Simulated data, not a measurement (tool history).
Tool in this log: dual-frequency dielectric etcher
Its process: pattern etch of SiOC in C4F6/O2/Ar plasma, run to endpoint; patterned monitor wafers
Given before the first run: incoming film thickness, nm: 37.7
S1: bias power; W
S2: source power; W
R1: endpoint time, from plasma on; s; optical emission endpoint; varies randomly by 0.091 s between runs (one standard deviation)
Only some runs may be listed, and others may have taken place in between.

run 1 hour=0.0 | S1=372 S2=300 | R1=15.503
run 2 hour=7.5 | S1=413 S2=320 | R1=14.673
run 3 hour=13.1 | S1=441 S2=330 | R1=13.904
run 4 hour=14.5 | S1=441 S2=280 | R1=14.944
run 5 hour=19.5 | S1=441 S2=240 | R1=15.789
run 6 hour=23.9 | S1=490 S2=240 | R1=15.098
run 7 hour=26.4 | S1=490 S2=240 | R1=15.165

Run 8 is up next; what results do you expect?
run 8 hour=34.7 | S1=501 S2=270 | R1=?

R1: 14.257 s
